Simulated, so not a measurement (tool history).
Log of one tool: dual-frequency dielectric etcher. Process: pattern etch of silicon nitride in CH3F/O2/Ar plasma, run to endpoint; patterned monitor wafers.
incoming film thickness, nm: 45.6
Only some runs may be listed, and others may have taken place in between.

run	hour	source power (kW)	bias power (kW)	endpoint time (s)
1	0	0.53	0.073	61.833
2	1.7	0.53	0.085	58.94
3	8.4	0.53	0.09	58.156
4	10.9	0.53	0.079	60.129
5	16.8	0.58	0.079	57.63
6	19.4	0.54	0.079	59.616

Run 7, settings as shown, results not yet in. Your forecast:
7	25.5	0.52	0.079	?

endpoint time (s): 61.261
